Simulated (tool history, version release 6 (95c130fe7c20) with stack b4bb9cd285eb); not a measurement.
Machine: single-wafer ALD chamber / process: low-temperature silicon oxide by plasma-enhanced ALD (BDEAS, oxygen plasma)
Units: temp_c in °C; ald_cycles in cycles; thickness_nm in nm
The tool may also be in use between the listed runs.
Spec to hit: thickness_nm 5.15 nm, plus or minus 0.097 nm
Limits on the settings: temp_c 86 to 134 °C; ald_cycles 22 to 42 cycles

run  hour  temp_c  ald_cycles  thickness_nm
  1     0     110          32        4.6777
  2     5     105          32        4.6962
  3     7     110          32        4.6967
  4   9.6     110          28        4.1016
  5  14.1     110          31        4.5386
  6  17.8     110          32        4.6638
  7    22     110          33         4.836
  8  26.7     110          34        4.9802

Of the 5 settings listed for the next run, only one would bring every result within its allowed miss of target. Which one?
  A  31.4     111          33             ?
  B  31.4     108          35             ?
  C  31.4     112          33             ?
  D  31.4     108          32             ?
  E  31.4     108          31             ?

move  thickness_nm
   A        4.8328
   B        5.1507
   C         4.825
   D        4.7092
   E         4.562
A: lands further from the targets than the last run did
B: hits every target within its allowed miss
C: lands further from the targets than the last run did
D: lands further from the targets than the last run did
E: lands further from the targets than the last run did
So the answer is move B, the one that meets all the targets.
